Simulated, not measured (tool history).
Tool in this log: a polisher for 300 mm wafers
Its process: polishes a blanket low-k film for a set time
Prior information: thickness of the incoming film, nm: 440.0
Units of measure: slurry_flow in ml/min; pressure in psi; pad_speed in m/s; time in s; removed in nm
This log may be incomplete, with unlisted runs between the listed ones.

run 1 day=0 | slurry_flow=225 pressure=1.7 pad_speed=1.14 slurry_solids=1 time=94 | removed=45.049
run 2 day=0.029 | slurry_flow=225 pressure=1.7 pad_speed=1.14 slurry_solids=0.85 time=94 | removed=39.926
run 3 day=0.162 | slurry_flow=220 pressure=1.5 pad_speed=1.14 slurry_solids=0.85 time=94 | removed=35.707
run 4 day=0.496 | slurry_flow=220 pressure=1.4 pad_speed=1.14 slurry_solids=0.85 time=94 | removed=33.323
run 5 day=0.742 | slurry_flow=220 pressure=1.4 pad_speed=1.26 slurry_solids=0.85 time=94 | removed=36.213
run 6 day=1.117 | slurry_flow=220 pressure=1.4 pad_speed=1.26 slurry_solids=1.05 time=94 | removed=41.315
run 7 day=1.342 | slurry_flow=215 pressure=1.3 pad_speed=1.22 slurry_solids=1.05 time=94 | removed=37.73
run 8 day=1.696 | slurry_flow=215 pressure=1.2 pad_speed=1.2 slurry_solids=1.05 time=94 | removed=33.996
run 9 day=2.012 | slurry_flow=215 pressure=1.1 pad_speed=1.2 slurry_solids=1.05 time=94 | removed=31.977
run 10 day=2.283 | slurry_flow=215 pressure=1.1 pad_speed=1.2 slurry_solids=1.05 time=94 | removed=31.853
run 11 day=2.496 | slurry_flow=215 pressure=1 pad_speed=1.2 slurry_solids=1.05 time=94 | removed=29.06
run 12 day=2.712 | slurry_flow=215 pressure=0.9 pad_speed=1.2 slurry_solids=1.05 time=94 | removed=26.227
run 13 day=2.962 | slurry_flow=215 pressure=0.8 pad_speed=1.2 slurry_solids=1.05 time=94 | removed=23.559
run 14 day=3.125 | slurry_flow=215 pressure=0.9 pad_speed=1.2 slurry_solids=1.05 time=94 | removed=26.295

Run 15 comes next. What will it give?
run 15 day=3.192 | slurry_flow=215 pressure=0.8 pad_speed=1.2 slurry_solids=1.05 time=94 | removed=?

removed: 23.514 nm

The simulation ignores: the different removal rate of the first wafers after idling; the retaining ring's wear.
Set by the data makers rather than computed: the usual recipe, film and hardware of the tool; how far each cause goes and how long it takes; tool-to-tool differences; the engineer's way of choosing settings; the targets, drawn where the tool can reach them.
